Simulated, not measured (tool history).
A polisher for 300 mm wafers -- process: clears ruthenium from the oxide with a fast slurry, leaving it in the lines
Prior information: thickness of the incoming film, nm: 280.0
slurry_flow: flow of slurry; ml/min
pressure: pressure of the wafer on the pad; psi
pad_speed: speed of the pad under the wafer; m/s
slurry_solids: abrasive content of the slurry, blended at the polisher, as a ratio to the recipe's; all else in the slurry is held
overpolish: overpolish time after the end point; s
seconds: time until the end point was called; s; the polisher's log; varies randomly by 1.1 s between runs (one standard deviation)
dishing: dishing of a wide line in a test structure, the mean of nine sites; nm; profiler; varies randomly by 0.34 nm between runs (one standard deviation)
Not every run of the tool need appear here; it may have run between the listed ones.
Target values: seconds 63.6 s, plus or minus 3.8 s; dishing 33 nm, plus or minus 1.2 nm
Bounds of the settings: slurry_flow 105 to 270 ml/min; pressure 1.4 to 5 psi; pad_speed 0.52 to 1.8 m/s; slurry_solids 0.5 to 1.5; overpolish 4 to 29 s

run    day  slurry_flow  pressure  pad_speed  slurry_solids  overpolish  seconds  dishing
  1      0          175       3.2       1.16              1          15   49.556    62.82
  2  0.175          180         3       1.16              1          12   53.315   49.534
  3  0.371          180         3        0.9              1          12   66.801   40.606
  4  0.667          180         3        0.7              1          12   84.181   32.527
  5  0.925          185       3.2        0.7              1          11   81.097   31.729
  6  0.979          185       3.5        0.7              1          10   72.683   32.202
  7  1.029          200       3.9        0.7              1           8     65.6   29.044
  8  1.146          180       3.9       0.76              1          10   61.081   37.561
  9    1.3          190       3.9       0.76              1          10   60.875   38.082
 10  1.475          195       3.8       0.76              1          10    61.29   37.239

Which one of the following 4 next-run settings gets every result inside its allowed miss? There is exactly one.
  A  1.65          270       4.2       0.68            1.2           8        ?        ?
  B  1.65          150       3.9       0.84            1.1           9        ?        ?
  C  1.65          215       4.3       0.74              1           8        ?        ?
  D  1.65          210         4        0.8           0.65           9        ?        ?

move  seconds  dishing
   A   55.541   33.518
   B    54.62   37.722
   C   54.491   34.089
   D    62.54   33.491
A: brings the last run's worst result on target, with another outside its allowed miss
B: misses by more than the last run did
C: brings the last run's worst result on target, with another outside its allowed miss
D: every result within its allowed miss
Go with D: it meets all targets.
